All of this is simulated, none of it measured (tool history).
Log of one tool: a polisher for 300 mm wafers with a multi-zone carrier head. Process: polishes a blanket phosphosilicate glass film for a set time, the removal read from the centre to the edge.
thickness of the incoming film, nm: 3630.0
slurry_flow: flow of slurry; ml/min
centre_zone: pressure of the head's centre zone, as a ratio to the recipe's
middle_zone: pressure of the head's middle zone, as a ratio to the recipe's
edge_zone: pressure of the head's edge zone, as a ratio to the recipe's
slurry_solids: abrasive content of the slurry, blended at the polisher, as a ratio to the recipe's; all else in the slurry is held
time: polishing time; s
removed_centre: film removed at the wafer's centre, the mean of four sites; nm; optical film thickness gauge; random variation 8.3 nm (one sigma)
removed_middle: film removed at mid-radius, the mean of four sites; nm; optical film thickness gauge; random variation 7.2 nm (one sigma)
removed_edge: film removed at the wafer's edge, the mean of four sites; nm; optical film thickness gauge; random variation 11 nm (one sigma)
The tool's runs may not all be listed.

| run | hour | slurry_flow | centre_zone | middle_zone | edge_zone | slurry_solids | time | removed_centre | removed_middle | removed_edge |
|---|---|---|---|---|---|---|---|---|---|---|
| 1 | 0 | 230 | 1 | 1 | 1 | 1 | 80 | 662.6 | 650.77 | 662.37 |
| 2 | 3.8 | 230 | 1 | 1 | 1 | 1.1 | 80 | 675.99 | 673.01 | 681.22 |
| 3 | 8.6 | 230 | 1 | 1 | 1 | 1.3 | 80 | 726.87 | 717.64 | 742.2 |
| 4 | 13.7 | 230 | 0.98 | 1.01 | 1.02 | 1.3 | 80 | 716.91 | 727.27 | 743.16 |
| 5 | 19.4 | 285 | 0.98 | 1.01 | 1.02 | 1.3 | 80 | 747.41 | 747.52 | 766.53 |
| 6 | 21.5 | 285 | 1.04 | 1.01 | 1.02 | 1.3 | 80 | 780.94 | 746.91 | 749.87 |
| 7 | 22.1 | 275 | 1 | 1.01 | 1.03 | 1.3 | 80 | 749.74 | 739.88 | 763.48 |

The next listed run, before its measurement:
| 8 | 30.4 | 270 | 0.97 | 1.01 | 1.04 | 1.3 | 80 | ? | ? | ? |

removed_centre: 734.41 nm
removed_middle: 746.18 nm
removed_edge: 771.67 nm

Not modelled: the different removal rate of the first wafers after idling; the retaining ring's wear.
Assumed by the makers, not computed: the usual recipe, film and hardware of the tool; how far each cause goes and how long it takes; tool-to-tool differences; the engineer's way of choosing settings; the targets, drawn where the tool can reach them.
